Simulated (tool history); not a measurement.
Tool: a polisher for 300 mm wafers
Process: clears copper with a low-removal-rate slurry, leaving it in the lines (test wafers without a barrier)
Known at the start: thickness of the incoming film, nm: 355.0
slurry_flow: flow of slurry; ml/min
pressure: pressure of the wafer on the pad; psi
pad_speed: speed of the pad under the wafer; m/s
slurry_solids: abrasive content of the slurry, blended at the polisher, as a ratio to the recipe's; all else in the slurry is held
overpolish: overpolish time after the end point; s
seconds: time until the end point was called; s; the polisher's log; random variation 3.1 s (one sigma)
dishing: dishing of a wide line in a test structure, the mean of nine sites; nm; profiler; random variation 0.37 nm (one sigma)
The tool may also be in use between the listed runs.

| run | hour | slurry_flow | pressure | pad_speed | slurry_solids | overpolish | seconds | dishing |
|---|---|---|---|---|---|---|---|---|
| 1 | 0.0 | 180 | 2.1 | 1.38 | 1.0 | 20 | 114.840 | 42.761 |
| 2 | 5.3 | 180 | 2.1 | 1.38 | 1.0 | 28 | 110.740 | 53.054 |
| 3 | 12.1 | 180 | 2.1 | 1.64 | 1.0 | 28 | 95.414 | 60.543 |
| 4 | 19.9 | 180 | 2.1 | 1.64 | 0.9 | 28 | 94.948 | 62.134 |
| 5 | 28.5 | 140 | 2.1 | 1.64 | 0.9 | 28 | 104.880 | 59.922 |
| 6 | 32.6 | 165 | 1.8 | 1.50 | 0.9 | 22 | 124.000 | 39.087 |
| 7 | 33.4 | 170 | 1.6 | 1.44 | 0.9 | 20 | 146.840 | 31.097 |

Run 8 comes next. What will it give?
| 8 | 35.7 | 175 | 1.4 | 1.44 | 0.9 | 18 | ? | ? |

{"run 8": {"seconds": 166.88, "dishing": 26.34}}

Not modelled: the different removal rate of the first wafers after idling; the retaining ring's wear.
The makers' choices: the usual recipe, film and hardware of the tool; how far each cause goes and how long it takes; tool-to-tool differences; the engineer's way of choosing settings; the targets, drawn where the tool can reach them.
